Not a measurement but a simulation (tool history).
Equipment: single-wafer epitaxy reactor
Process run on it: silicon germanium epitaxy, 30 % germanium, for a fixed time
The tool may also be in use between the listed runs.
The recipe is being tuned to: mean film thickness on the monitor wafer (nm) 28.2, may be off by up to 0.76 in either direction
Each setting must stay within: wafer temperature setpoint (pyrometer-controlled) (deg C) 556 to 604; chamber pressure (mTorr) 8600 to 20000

run  hour  wafer temperature setpoint (pyrometer-controlled) (deg C)  chamber pressure (mTorr)  mean film thickness on the monitor wafer (nm)
  1     0                                                        580                     14300                                         32.912
  2   4.2                                                        579                     14300                                         32.253
  3   5.2                                                        579                     16500                                         34.294
  4   8.1                                                        579                     14300                                           32.4
  5  15.9                                                        574                     14300                                         29.483
  6  20.3                                                        583                     14300                                         34.496
  7  23.4                                                        581                     14200                                          33.38
  8  27.9                                                        570                     13900                                         27.441

Pick the move, out of 4, that brings all results within their allowed miss; only one does.
  A  32.4                                                        571                     14400                                              ?
  B  32.4                                                        568                     13000                                              ?
  C  32.4                                                        569                     13400                                              ?
  D  32.4                                                        568                     14100                                              ?

move  mean film thickness on the monitor wafer (nm)
   A                                          28.66
   B                                         26.067
   C                                         26.863
   D                                         26.978
A: all results in spec
B: further off than the last run
C: further off than the last run
D: further off than the last run
Correct choice: A, which meets every target
